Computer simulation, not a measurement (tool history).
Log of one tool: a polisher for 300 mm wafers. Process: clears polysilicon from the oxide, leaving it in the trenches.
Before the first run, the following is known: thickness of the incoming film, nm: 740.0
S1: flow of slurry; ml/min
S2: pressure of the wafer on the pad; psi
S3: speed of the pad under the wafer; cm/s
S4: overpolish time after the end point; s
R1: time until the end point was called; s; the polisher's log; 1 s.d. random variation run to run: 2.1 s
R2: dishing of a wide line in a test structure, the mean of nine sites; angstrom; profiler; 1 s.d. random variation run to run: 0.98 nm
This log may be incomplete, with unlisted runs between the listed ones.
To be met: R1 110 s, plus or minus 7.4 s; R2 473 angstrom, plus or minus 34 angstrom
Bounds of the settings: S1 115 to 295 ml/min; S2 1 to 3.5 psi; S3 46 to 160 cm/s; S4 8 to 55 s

Run 1, day 0: S1 190 ml/min, S2 2.2 psi, S3 102 cm/s, S4 28 s. Result: R1 61.011 s, R2 510.35 angstrom.
Run 2, day 0.229: S1 190 ml/min, S2 2.2 psi, S3 80 cm/s, S4 28 s. Result: R1 79.225 s, R2 507.05 angstrom.
Run 3, day 0.567: S1 150 ml/min, S2 2.2 psi, S3 80 cm/s, S4 28 s. Result: R1 80.078 s, R2 510.4 angstrom.
Run 4, day 0.771: S1 155 ml/min, S2 2.1 psi, S3 80 cm/s, S4 26 s. Result: R1 82.815 s, R2 501.27 angstrom.
Run 5, day 0.946: S1 155 ml/min, S2 2.1 psi, S3 80 cm/s, S4 37 s. Result: R1 84.218 s, R2 511.1 angstrom.
Run 6, day 1.133: S1 155 ml/min, S2 2 psi, S3 80 cm/s, S4 34 s. Result: R1 86.553 s, R2 522.31 angstrom.
Run 7, day 1.254: S1 155 ml/min, S2 2 psi, S3 76 cm/s, S4 31 s. Result: R1 91.024 s, R2 530.36 angstrom.
Run 8, day 1.425: S1 150 ml/min, S2 2.1 psi, S3 72 cm/s, S4 29 s. Result: R1 91.157 s, R2 522.52 angstrom.
Run 9, day 1.496: S1 155 ml/min, S2 2.1 psi, S3 72 cm/s, S4 26 s. Result: R1 90.816 s, R2 510.52 angstrom.
Run 10, day 1.596: S1 155 ml/min, S2 2.1 psi, S3 70 cm/s, S4 24 s. Result: R1 93.829 s, R2 507.69 angstrom.
Run 11, day 1.854: S1 155 ml/min, S2 2.1 psi, S3 68 cm/s, S4 22 s. Result: R1 94.83 s, R2 508.45 angstrom.
Run 12, day 2.225: S1 155 ml/min, S2 2.1 psi, S3 66 cm/s, S4 20 s. Result: R1 99.246 s, R2 508.16 angstrom.
Run 13, day 2.533: S1 155 ml/min, S2 2.1 psi, S3 64 cm/s, S4 18 s. Result: R1 99.333 s, R2 487.59 angstrom.
Run 14, day 2.904: S1 155 ml/min, S2 2.1 psi, S3 64 cm/s, S4 17 s. Result: R1 98.113 s, R2 462.14 angstrom.

Which single option among these 4 for the next run brings every result within its allowed miss of target? Just one does.
Run A, day 3.275: S1 125 ml/min, S2 2.3 psi, S3 66 cm/s, S4 15 s. Result: R1 ?, R2 ?.
Run B, day 3.275: S1 180 ml/min, S2 2.2 psi, S3 52 cm/s, S4 17 s. Result: R1 ?, R2 ?.
Run C, day 3.275: S1 135 ml/min, S2 1.3 psi, S3 72 cm/s, S4 14 s. Result: R1 ?, R2 ?.
Run D, day 3.275: S1 160 ml/min, S2 2.6 psi, S3 58 cm/s, S4 14 s. Result: R1 ?, R2 ?.

move      R1      R2
   A  98.325  464.72
   B  114.11  461.74
   C  140.34  400.06
   D  93.218  462.77
A: roughly where the last run was
B: all results land within tolerance of their targets
C: carries the result that was furthest off beyond its target, to the other side
D: further off than the last run
B is the move that brings every result within its allowed miss.

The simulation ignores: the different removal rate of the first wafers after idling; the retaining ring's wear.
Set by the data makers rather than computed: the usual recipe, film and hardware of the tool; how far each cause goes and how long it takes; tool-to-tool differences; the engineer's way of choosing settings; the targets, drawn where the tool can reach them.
